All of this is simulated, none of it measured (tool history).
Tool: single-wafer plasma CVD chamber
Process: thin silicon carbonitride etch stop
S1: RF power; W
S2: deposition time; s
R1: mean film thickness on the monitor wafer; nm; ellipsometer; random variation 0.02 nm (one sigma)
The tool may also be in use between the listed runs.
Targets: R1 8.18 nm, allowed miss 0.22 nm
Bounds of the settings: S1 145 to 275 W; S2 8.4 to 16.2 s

run 1 hour=0 | S1=210 S2=12.3 | R1=6.4349
run 2 hour=6.9 | S1=215 S2=12.6 | R1=6.6175
run 3 hour=14.1 | S1=220 S2=12.9 | R1=6.8347
run 4 hour=15.5 | S1=205 S2=12.9 | R1=6.6888
run 5 hour=18.6 | S1=210 S2=13.2 | R1=6.9062
run 6 hour=24.6 | S1=230 S2=13.2 | R1=7.0734
run 7 hour=27.3 | S1=230 S2=13.4 | R1=7.1622
run 8 hour=33 | S1=230 S2=13.6 | R1=7.2999

Which of these 5 next moves meets every target?
run A hour=38.7 | S1=215 S2=13 | R1=?
run B hour=38.7 | S1=205 S2=14.1 | R1=?
run C hour=38.7 | S1=230 S2=15.2 | R1=?
run D hour=38.7 | S1=220 S2=11.1 | R1=?
run E hour=38.7 | S1=250 S2=11.6 | R1=?

move=A R1=6.8029
move=B R1=7.2851
move=C R1=8.1
move=D R1=5.8447
move=E R1=6.3231
A: further off than the last run
B: as far off as the last run
C: meets every target
D: further off than the last run
E: further off than the last run
Move C is the one to make.
